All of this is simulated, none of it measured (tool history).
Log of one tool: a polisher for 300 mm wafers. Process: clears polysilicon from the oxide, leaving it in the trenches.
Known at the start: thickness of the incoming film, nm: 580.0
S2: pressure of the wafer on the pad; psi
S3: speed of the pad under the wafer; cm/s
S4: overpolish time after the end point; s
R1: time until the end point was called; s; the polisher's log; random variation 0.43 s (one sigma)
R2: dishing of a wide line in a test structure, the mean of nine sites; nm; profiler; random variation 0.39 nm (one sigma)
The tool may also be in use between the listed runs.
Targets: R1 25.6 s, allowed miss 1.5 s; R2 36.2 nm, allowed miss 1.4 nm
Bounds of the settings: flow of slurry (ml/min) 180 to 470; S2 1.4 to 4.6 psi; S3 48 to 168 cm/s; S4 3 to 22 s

Run 1, hour 0: flow of slurry (ml/min) 300, S2 3 psi, S3 108 cm/s, S4 11 s. Result: R1 28.079 s, R2 46.293 nm.
Run 2, hour 6.5: flow of slurry (ml/min) 300, S2 2.6 psi, S3 108 cm/s, S4 11 s. Result: R1 31.887 s, R2 45.959 nm.
Run 3, hour 10.2: flow of slurry (ml/min) 300, S2 2.6 psi, S3 108 cm/s, S4 9 s. Result: R1 32.696 s, R2 44.7 nm.
Run 4, hour 15.4: flow of slurry (ml/min) 345, S2 2.6 psi, S3 108 cm/s, S4 9 s. Result: R1 32.607 s, R2 45.584 nm.
Run 5, hour 21.1: flow of slurry (ml/min) 345, S2 2.6 psi, S3 120 cm/s, S4 9 s. Result: R1 28.756 s, R2 45.12 nm.
Run 6, hour 25.8: flow of slurry (ml/min) 295, S2 2.3 psi, S3 134 cm/s, S4 7 s. Result: R1 30.153 s, R2 44.159 nm.
Run 7, hour 33.9: flow of slurry (ml/min) 210, S2 2.2 psi, S3 164 cm/s, S4 3 s. Result: R1 28.052 s, R2 34.798 nm.
Run 8, hour 41.9: flow of slurry (ml/min) 220, S2 2.2 psi, S3 164 cm/s, S4 3 s. Result: R1 27.954 s, R2 35.796 nm.
Run 9, hour 43.2: flow of slurry (ml/min) 235, S2 2.5 psi, S3 166 cm/s, S4 4 s. Result: R1 23.528 s, R2 41.29 nm.

4 next moves are on the table. One of them brings every result within its allowed miss. Which?
Run A, hour 44.5: flow of slurry (ml/min) 240, S2 2.2 psi, S3 160 cm/s, S4 7 s. Result: R1 ?, R2 ?.
Run B, hour 44.5: flow of slurry (ml/min) 235, S2 3 psi, S3 168 cm/s, S4 6 s. Result: R1 ?, R2 ?.
Run C, hour 44.5: flow of slurry (ml/min) 250, S2 2.7 psi, S3 168 cm/s, S4 3 s. Result: R1 ?, R2 ?.
Run D, hour 44.5: flow of slurry (ml/min) 250, S2 2.3 psi, S3 166 cm/s, S4 3 s. Result: R1 ?, R2 ?.

move      R1      R2
   A  28.302  44.585
   B  20.318  45.392
   C  22.289  38.611
   D  26.181   36.26
A: further off than the last run
B: further off than the last run
C: nearer than the last run, and not there yet
D: meets every target
The right move is D.
